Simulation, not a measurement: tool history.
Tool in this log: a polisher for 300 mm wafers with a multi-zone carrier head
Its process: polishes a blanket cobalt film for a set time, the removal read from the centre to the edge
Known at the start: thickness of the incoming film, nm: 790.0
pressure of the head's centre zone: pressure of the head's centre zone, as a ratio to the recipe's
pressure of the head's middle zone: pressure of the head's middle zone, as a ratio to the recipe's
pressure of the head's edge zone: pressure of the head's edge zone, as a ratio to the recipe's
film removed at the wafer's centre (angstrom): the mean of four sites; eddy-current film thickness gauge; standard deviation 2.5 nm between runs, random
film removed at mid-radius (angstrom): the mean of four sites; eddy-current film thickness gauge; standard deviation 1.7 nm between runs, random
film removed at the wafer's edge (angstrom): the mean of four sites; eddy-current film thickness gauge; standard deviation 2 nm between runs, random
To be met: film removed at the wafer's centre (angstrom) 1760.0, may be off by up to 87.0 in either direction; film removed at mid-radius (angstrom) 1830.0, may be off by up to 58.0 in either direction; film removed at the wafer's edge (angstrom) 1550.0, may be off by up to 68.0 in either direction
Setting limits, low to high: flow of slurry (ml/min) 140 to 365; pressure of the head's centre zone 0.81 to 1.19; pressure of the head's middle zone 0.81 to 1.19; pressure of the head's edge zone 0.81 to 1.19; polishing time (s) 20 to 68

run    day  flow of slurry (ml/min)  pressure of the head's centre zone  pressure of the head's middle zone  pressure of the head's edge zone  polishing time (s)  film removed at the wafer's centre (angstrom)  film removed at mid-radius (angstrom)  film removed at the wafer's edge (angstrom)
  1  0.000                      235                                1.00                                1.00                              1.00                  44                                         2147.4                                 2146.4                                       2099.5
  2  0.154                      235                                0.94                                1.00                              1.00                  44                                         2060.9                                 2128.2                                       2107.0
  3  0.479                      235                                0.96                                1.01                              0.96                  42                                         1982.7                                 1998.5                                       1940.3
  4  0.575                      270                                0.96                                1.01                              0.96                  42                                         2039.1                                 2052.9                                       2028.2
  5  0.888                      250                                0.96                                1.03                              0.93                  41                                         1943.9                                 2052.1                                       1910.1
  6  1.071                      250                                0.90                                1.03                              0.93                  41                                         1900.0                                 2047.0                                       1915.8
  7  1.279                      235                                0.92                                1.03                              0.90                  40                                         1842.6                                 1969.1                                       1832.8
  8  1.446                      225                                0.95                                1.04                              0.88                  39                                         1797.1                                 1918.3                                       1753.3
  9  1.675                      215                                0.98                                1.05                              0.86                  39                                         1888.8                                 1946.3                                       1712.0
 10  2.046                      205                                0.98                                1.05                              0.85                  39                                         1828.7                                 1907.8                                       1690.4
 11  2.183                      200                                0.99                                1.05                              0.84                  39                                         1822.8                                 1911.0                                       1666.1
 12  2.296                      195                                1.00                                1.05                              0.83                  39                                         1836.9                                 1908.2                                       1654.6
 13  2.438                      190                                1.00                                1.05                              0.83                  39                                         1824.9                                 1883.4                                       1673.5
 14  2.692                      190                                1.01                                1.06                              0.83                  38                                         1836.6                                 1881.0                                       1594.9
 15  2.996                      185                                1.01                                1.06                              0.83                  38                                         1779.4                                 1884.8                                       1620.7
 16  3.367                      185                                1.01                                1.06                              0.83                  38                                         1765.3                                 1878.3                                       1623.1
 17  3.638                      185                                1.02                                1.06                              0.83                  38                                         1827.9                                 1865.0                                       1614.9
 18  3.667                      180                                1.02                                1.06                              0.83                  38                                         1775.3                                 1843.7                                       1617.5

Which single option among these 4 for the next run brings every result within its allowed miss of target? Just one does.
  A  3.696                      140                                0.91                                1.03                              0.95                  40                                              ?                                      ?                                            ?
  B  3.696                      145                                1.03                                1.02                              0.89                  39                                              ?                                      ?                                            ?
  C  3.696                      230                                1.00                                1.08                              0.82                  36                                              ?                                      ?                                            ?
  D  3.696                      150                                0.88                                1.03                              1.00                  40                                              ?                                      ?                                            ?

move  film removed at the wafer's centre (angstrom)  film removed at mid-radius (angstrom)  film removed at the wafer's edge (angstrom)
   A                                         1700.4                                 1860.0                                       1739.1
   B                                         1784.3                                 1808.7                                       1653.5
   C                                         1742.9                                 1869.8                                       1542.6
   D                                         1692.8                                 1881.4                                       1796.1
A: its largest miss is bigger than the last run's
B: its largest miss is bigger than the last run's
C: each result inside its tolerance
D: its largest miss is bigger than the last run's
C is the move that brings every result within its allowed miss.

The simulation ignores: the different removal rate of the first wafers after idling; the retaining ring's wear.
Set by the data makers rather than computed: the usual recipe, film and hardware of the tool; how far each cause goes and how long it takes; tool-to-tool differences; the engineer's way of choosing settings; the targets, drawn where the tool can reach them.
